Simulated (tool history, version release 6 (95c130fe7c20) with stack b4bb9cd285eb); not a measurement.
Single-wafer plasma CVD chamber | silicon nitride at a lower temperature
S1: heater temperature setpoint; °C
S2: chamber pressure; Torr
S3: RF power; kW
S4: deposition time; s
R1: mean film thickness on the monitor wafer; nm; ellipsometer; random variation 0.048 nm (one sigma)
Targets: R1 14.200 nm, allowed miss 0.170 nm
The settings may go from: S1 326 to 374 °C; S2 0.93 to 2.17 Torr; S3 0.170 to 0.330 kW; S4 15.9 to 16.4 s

run	hour	S1	S2	S3	S4	R1
1	0.0	350	1.55	0.250	15.9	16.190
2	0.7	350	1.46	0.250	15.9	15.877
3	2.6	350	1.46	0.250	15.9	15.912
4	10.7	350	1.73	0.250	15.9	17.045
5	15.6	350	1.87	0.250	15.9	17.499
6	24.0	350	1.74	0.250	15.9	17.081
7	27.5	350	1.63	0.250	15.9	16.607
8	28.6	350	1.53	0.250	15.9	16.148

Which of these 5 next moves meets every target?
A	29.7	350	1.37	0.220	15.9	?
B	29.7	350	1.20	0.255	15.9	?
C	29.7	351	1.12	0.260	15.9	?
D	29.7	342	1.21	0.235	15.9	?
E	29.7	356	1.32	0.225	15.9	?

move	R1
A	13.884
B	14.611
C	14.256
D	13.808
E	13.870
A: takes the result that was furthest off past its target
B: nearer than the last run, and not there yet
C: meets every target
D: takes the result that was furthest off past its target
E: takes the result that was furthest off past its target
The right move is C.

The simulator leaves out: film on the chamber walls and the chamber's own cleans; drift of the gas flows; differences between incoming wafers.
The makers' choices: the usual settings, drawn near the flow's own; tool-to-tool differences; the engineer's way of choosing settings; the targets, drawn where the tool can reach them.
